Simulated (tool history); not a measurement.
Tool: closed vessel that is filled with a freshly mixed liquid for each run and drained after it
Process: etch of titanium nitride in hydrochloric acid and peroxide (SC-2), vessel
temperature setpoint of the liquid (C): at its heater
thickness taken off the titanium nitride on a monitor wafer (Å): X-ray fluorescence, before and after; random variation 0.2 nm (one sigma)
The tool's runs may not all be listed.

| run | hour | temperature setpoint of the liquid (C) | parts of water to one part each of 37 % hydrochloric acid and 30 % peroxide (parts by volume) | time in the liquid (s) | thickness taken off the titanium nitride on a monitor wafer (Å) |
|---|---|---|---|---|---|
| 1 | 0 | 63 | 5.5 | 650 | 929.51 |
| 2 | 1.1 | 60 | 5.5 | 650 | 773.55 |
| 3 | 6.7 | 58 | 5.5 | 650 | 680 |
| 4 | 7.8 | 58 | 5.5 | 695 | 722.17 |
| 5 | 11.7 | 56.5 | 5.5 | 695 | 659.38 |
| 6 | 17.2 | 56.5 | 4 | 695 | 828.66 |
| 7 | 22.5 | 54.5 | 4 | 695 | 718.54 |
| 8 | 24.2 | 54.5 | 4 | 695 | 723.77 |

Run 9 comes next. What will it give?
| 9 | 30.7 | 48.5 | 4 | 695 | ? |

Run 9 gave thickness taken off the titanium nitride on a monitor wafer (Å) 484.16.
